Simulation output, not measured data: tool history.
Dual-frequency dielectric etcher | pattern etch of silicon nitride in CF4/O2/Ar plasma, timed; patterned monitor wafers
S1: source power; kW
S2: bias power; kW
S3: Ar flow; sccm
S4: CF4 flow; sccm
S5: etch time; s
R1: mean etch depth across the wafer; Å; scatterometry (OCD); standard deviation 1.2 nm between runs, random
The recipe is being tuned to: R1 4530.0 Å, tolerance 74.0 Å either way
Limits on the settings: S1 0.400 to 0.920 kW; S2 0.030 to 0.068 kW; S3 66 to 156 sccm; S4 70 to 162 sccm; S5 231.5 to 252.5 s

run 1 hour=0.0 | S1=0.660 S2=0.049 S3=111 S4=116 S5=252.5 | R1=5624.4
run 2 hour=6.7 | S1=0.640 S2=0.049 S3=111 S4=116 S5=252.5 | R1=5470.6
run 3 hour=10.0 | S1=0.640 S2=0.044 S3=111 S4=116 S5=252.5 | R1=5301.4
run 4 hour=17.3 | S1=0.630 S2=0.044 S3=111 S4=116 S5=252.5 | R1=5211.6
run 5 hour=25.8 | S1=0.620 S2=0.044 S3=111 S4=116 S5=252.5 | R1=5135.5
run 6 hour=33.6 | S1=0.620 S2=0.044 S3=111 S4=105 S5=252.5 | R1=5024.4
run 7 hour=36.5 | S1=0.610 S2=0.044 S3=111 S4=105 S5=252.5 | R1=4958.1
run 8 hour=40.9 | S1=0.600 S2=0.044 S3=111 S4=105 S5=252.5 | R1=4861.4
run 9 hour=45.9 | S1=0.590 S2=0.044 S3=111 S4=105 S5=252.5 | R1=4805.8
run 10 hour=51.0 | S1=0.540 S2=0.044 S3=111 S4=105 S5=252.5 | R1=4356.4
run 11 hour=52.1 | S1=0.550 S2=0.044 S3=111 S4=105 S5=252.5 | R1=4456.5

Of the 5 settings listed for the next run, only one would bring every result within its allowed miss of target. Which one?
run A hour=53.2 | S1=0.580 S2=0.036 S3=95 S4=105 S5=252.5 | R1=?
run B hour=53.2 | S1=0.510 S2=0.048 S3=114 S4=134 S5=252.5 | R1=?
run C hour=53.2 | S1=0.560 S2=0.047 S3=104 S4=97 S5=242.0 | R1=?
run D hour=53.2 | S1=0.570 S2=0.040 S3=121 S4=118 S5=242.0 | R1=?
run E hour=53.2 | S1=0.550 S2=0.045 S3=131 S4=101 S5=252.5 | R1=?

move=A R1=4528.7
move=B R1=4355.6
move=C R1=4376.0
move=D R1=4364.7
move=E R1=4358.4
A: meets every target
B: the biggest miss grows against the last run
C: the biggest miss grows against the last run
D: the biggest miss grows against the last run
E: the biggest miss grows against the last run
So the answer is move A, the one that meets all the targets.
